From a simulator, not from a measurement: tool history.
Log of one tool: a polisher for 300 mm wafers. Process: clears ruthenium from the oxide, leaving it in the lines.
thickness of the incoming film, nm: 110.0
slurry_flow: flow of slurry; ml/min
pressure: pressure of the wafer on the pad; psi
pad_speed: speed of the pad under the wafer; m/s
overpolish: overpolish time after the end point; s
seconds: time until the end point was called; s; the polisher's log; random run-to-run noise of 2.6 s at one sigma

run,hour,slurry_flow,pressure,pad_speed,overpolish,seconds
1,0,145,2.7,0.96,45,78.563
2,2.5,145,2.7,1.06,45,72.791
3,4.1,145,3.1,1.06,45,64.578
4,10.9,145,3.1,1.06,45,62.955
5,16.8,145,3.1,1.06,45,63.182
6,23.8,145,2.9,1.02,45,70.685
7,28.9,145,2.7,0.98,45,78.851
8,31.7,145,2.5,0.96,45,86.207

Estimate the outcome of run 9 from the log above:
9,34.1,140,1.8,0.8,45,?

Run 9 produced seconds 136.75 s.
